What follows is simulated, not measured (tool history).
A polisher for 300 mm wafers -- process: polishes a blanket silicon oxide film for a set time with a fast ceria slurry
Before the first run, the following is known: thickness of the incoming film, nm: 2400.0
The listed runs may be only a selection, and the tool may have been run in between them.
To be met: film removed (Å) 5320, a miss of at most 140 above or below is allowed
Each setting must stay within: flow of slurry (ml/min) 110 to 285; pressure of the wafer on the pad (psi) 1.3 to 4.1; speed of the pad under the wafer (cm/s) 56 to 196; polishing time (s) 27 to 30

run	hour	flow of slurry (ml/min)	pressure of the wafer on the pad (psi)	speed of the pad under the wafer (cm/s)	polishing time (s)	film removed (Å)
1	0	180	2.7	126	30	5942.1
2	2.4	180	2.7	156	30	6872.2
3	8.4	150	2.7	156	30	6605.9
4	12.9	150	2.7	156	30	6617.5
5	14.4	150	3.2	156	30	7844.3
6	19.7	150	3.2	156	30	7734.3
7	22	140	2.9	156	30	7036.2
8	27.8	135	2.7	156	30	6409.5
9	30.5	130	2.6	156	30	6158.5
10	35.9	125	2.5	156	30	5938.7
11	41.1	120	2.4	156	30	5566.8
12	47.1	115	2.4	156	30	5508

Of the 5 settings listed for the next run, only one would bring every result within its allowed miss of target. Which one?
A	53.1	110	2.5	160	30	?
B	53.1	155	2.8	134	28	?
C	53.1	130	2.4	156	29	?
D	53.1	110	2.5	156	28	?
E	53.1	115	2.6	160	28	?

move	film removed (Å)
A	5790.6
B	5785.3
C	5519.4
D	5308.9
E	5683.7
A: the biggest miss grows against the last run
B: the biggest miss grows against the last run
C: the biggest miss grows against the last run
D: each result inside its tolerance
E: the biggest miss grows against the last run
Correct choice: D, which meets every target
